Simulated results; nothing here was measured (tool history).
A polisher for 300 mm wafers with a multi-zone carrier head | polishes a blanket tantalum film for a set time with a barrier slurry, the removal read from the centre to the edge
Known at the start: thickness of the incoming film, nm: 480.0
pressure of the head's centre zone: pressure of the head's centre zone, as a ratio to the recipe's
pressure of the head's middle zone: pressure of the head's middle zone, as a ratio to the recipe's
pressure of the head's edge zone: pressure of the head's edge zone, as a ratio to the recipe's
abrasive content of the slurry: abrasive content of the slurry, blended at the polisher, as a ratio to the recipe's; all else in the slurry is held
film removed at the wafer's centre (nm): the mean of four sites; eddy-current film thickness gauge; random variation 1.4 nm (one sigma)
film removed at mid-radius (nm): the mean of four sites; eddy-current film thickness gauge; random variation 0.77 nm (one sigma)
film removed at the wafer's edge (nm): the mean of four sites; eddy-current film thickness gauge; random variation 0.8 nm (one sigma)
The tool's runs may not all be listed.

run  hour  flow of slurry (ml/min)  pressure of the head's centre zone  pressure of the head's middle zone  pressure of the head's edge zone  abrasive content of the slurry  polishing time (s)  film removed at the wafer's centre (nm)  film removed at mid-radius (nm)  film removed at the wafer's edge (nm)
  1   0.0                      270                                1.00                                1.00                              1.00                            1.00                  69                                   86.343                           89.650                                 90.272
  2   2.1                      295                                1.00                                1.00                              1.00                            1.00                  69                                   89.644                           89.980                                 90.913
  3   9.0                      315                                1.02                                1.00                              1.05                            1.10                  69                                   95.538                           92.671                                 97.358
  4  17.0                      330                                1.04                                1.01                              1.09                            1.15                  69                                   98.408                           93.237                                100.930
  5  18.9                      340                                1.06                                1.02                              1.11                            1.20                  69                                   99.801                           95.601                                103.690
  6  20.5                      280                                1.06                                1.02                              1.11                            1.20                  69                                   99.757                           95.869                                101.760
  7  28.9                      285                                1.08                                1.02                              1.13                            1.25                  69                                  102.850                           96.091                                104.440

Forecast run 8:
  8  33.0                      290                                1.10                                1.03                              1.14                            1.25                  69                                        ?                                ?                                      ?

Run 8 gave film removed at the wafer's centre (nm) 103.760, film removed at mid-radius (nm) 95.303, film removed at the wafer's edge (nm) 103.440.
